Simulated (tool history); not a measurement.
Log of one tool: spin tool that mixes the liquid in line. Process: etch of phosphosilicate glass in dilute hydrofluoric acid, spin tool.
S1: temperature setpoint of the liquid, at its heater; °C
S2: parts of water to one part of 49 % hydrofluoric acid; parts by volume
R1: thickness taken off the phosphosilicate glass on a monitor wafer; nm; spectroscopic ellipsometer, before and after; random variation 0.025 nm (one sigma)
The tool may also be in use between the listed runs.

run 1 hour=0 | S1=24 S2=215 time_under_the_liquid_(s)=15 | R1=8.6542
run 2 hour=8.1 | S1=24 S2=215 time_under_the_liquid_(s)=15 | R1=8.6426
run 3 hour=9.9 | S1=22.5 S2=215 time_under_the_liquid_(s)=15 | R1=8.1016
run 4 hour=11.5 | S1=22.5 S2=185 time_under_the_liquid_(s)=15 | R1=9.85
run 5 hour=12.5 | S1=21 S2=190 time_under_the_liquid_(s)=15 | R1=8.9033
run 6 hour=13.2 | S1=20 S2=195 time_under_the_liquid_(s)=15 | R1=8.3489
run 7 hour=20.8 | S1=19 S2=200 time_under_the_liquid_(s)=15 | R1=7.7625
run 8 hour=22.9 | S1=18.5 S2=200 time_under_the_liquid_(s)=15 | R1=7.6776
run 9 hour=24.3 | S1=18 S2=200 time_under_the_liquid_(s)=15 | R1=7.4947

The next listed run, before its measurement:
run 10 hour=31.3 | S1=17.5 S2=200 time_under_the_liquid_(s)=15 | R1=?

Run 10 gave R1 7.3742 nm.
